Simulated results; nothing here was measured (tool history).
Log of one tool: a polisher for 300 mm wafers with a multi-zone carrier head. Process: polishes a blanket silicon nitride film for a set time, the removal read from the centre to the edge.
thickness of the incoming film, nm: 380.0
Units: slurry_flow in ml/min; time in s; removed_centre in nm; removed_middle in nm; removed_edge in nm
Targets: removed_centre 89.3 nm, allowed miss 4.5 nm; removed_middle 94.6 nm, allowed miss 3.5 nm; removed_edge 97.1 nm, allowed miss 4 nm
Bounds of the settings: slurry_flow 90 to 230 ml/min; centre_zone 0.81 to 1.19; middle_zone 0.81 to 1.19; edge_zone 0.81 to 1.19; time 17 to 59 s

run	hour	slurry_flow	centre_zone	middle_zone	edge_zone	time	removed_centre	removed_middle	removed_edge
1	0	150	1	1	1	38	73.621	71.591	73.326
2	6.3	165	1	1	1	38	75.733	71.38	74.909
3	6.9	170	0.99	1.03	1.03	40	79.742	79.198	80.022
4	12.6	195	0.99	1.03	1.03	40	81.183	78.954	81.377
5	14	195	0.93	1.03	1.03	40	76.727	79.739	79.857
6	14.9	195	0.94	1.04	1.06	41	78.016	80.936	82.661
7	21	195	0.95	1.05	1.08	42	82.706	85.171	87.586
8	25.8	195	0.96	1.07	1.1	42	83.794	85.675	86.049
9	28.4	195	0.96	1.07	1.1	42	84.462	86.197	85.744
10	30.7	195	0.95	1.06	1.1	43	84.032	87.128	90.409
11	31.6	195	0.95	1.07	1.11	44	86.359	91.036	91.634
12	38.7	195	0.95	1.07	1.12	44	87.502	89.989	92.505
13	45.5	195	0.94	1.07	1.13	44	88.16	91.097	94.286
14	52.6	195	0.94	1.07	1.13	44	85.66	90.514	92.349
15	54.8	195	0.94	1.07	1.13	44	86.334	90.343	93.132
16	56	195	0.94	1.07	1.14	44	85.661	91.204	94.278
17	59.6	195	0.94	1.07	1.15	44	86.591	91.16	95.093

4 next moves are on the table. One of them brings every result within its allowed miss. Which?
A	63.2	185	0.97	1.02	1.17	44	?	?	?
B	63.2	205	1.01	0.98	1.19	43	?	?	?
C	63.2	170	0.92	1.05	1.07	48	?	?	?
D	63.2	195	0.98	0.96	1.14	46	?	?	?

move	removed_centre	removed_middle	removed_edge
A	88.639	85.761	93.387
B	91.56	82.394	93.113
C	90.557	94.47	96.824
D	94.405	86.043	97.163
A: further off than the last run
B: further off than the last run
C: meets every target
D: further off than the last run
Move C is the one to make.

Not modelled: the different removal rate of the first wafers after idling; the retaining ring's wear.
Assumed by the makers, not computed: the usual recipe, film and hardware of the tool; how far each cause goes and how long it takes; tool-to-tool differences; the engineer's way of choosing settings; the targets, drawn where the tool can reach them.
